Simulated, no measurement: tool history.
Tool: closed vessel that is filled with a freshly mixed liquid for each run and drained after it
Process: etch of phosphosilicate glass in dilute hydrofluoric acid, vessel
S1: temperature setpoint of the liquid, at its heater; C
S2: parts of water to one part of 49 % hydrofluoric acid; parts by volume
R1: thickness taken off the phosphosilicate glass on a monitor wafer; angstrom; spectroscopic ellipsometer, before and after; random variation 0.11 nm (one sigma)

Run 1, day 0.000: S1 22.0 C, S2 115 parts by volume, time in the liquid (s) 30. Result: R1 212.88 angstrom.
Run 2, day 0.054: S1 20.5 C, S2 120 parts by volume, time in the liquid (s) 30. Result: R1 195.57 angstrom.
Run 3, day 0.138: S1 20.5 C, S2 120 parts by volume, time in the liquid (s) 30. Result: R1 192.29 angstrom.
Run 4, day 0.512: S1 20.5 C, S2 120 parts by volume, time in the liquid (s) 30. Result: R1 195.58 angstrom.
Run 5, day 0.571: S1 19.5 C, S2 125 parts by volume, time in the liquid (s) 30. Result: R1 176.13 angstrom.
Run 6, day 0.904: S1 19.0 C, S2 130 parts by volume, time in the liquid (s) 30. Result: R1 165.41 angstrom.

Forecast run 7:
Run 7, day 1.096: S1 18.5 C, S2 130 parts by volume, time in the liquid (s) 30. Result: R1 ?.

Run 7 gave R1 163.04 angstrom.
